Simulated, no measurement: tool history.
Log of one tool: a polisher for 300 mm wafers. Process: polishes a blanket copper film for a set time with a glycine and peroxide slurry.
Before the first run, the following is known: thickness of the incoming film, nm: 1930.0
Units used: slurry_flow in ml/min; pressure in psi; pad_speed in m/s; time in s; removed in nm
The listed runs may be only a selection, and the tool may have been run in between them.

| run | hour | slurry_flow | pressure | pad_speed | time | removed |
|---|---|---|---|---|---|---|
| 1 | 0 | 310 | 3.4 | 0.96 | 91 | 600.73 |
| 2 | 7 | 310 | 3.4 | 0.82 | 91 | 527.69 |
| 3 | 10.7 | 310 | 3.4 | 0.82 | 91 | 520.44 |
| 4 | 18.2 | 310 | 2.9 | 0.82 | 91 | 476.01 |
| 5 | 19 | 260 | 2.9 | 0.82 | 91 | 464.03 |
| 6 | 23.2 | 260 | 2.9 | 0.82 | 95 | 478.69 |
| 7 | 26.4 | 255 | 2.6 | 0.82 | 95 | 451.87 |

What will run 8 give?
| 8 | 33.6 | 255 | 2.4 | 0.82 | 95 | ? |

{"run 8": {"removed": 422.88}}
